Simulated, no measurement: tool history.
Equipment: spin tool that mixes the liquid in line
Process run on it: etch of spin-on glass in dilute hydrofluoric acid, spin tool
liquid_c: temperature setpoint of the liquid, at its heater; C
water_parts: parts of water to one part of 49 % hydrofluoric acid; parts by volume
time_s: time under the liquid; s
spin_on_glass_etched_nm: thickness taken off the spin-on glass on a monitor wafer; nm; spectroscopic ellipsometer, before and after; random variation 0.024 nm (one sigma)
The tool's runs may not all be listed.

run,hour,liquid_c,water_parts,time_s,spin_on_glass_etched_nm
1,0,21,270,55,4.9798
2,4.1,20.5,270,55,4.9254
3,10.5,20.5,175,55,8.3047
4,12.5,20,190,55,7.3936
5,13.1,19.5,200,55,6.8227
6,15.3,21.5,200,55,7.4224

The next listed run, before its measurement:
7,23.3,21,210,55,?

{"run 7": {"spin_on_glass_etched_nm": 6.8314}}
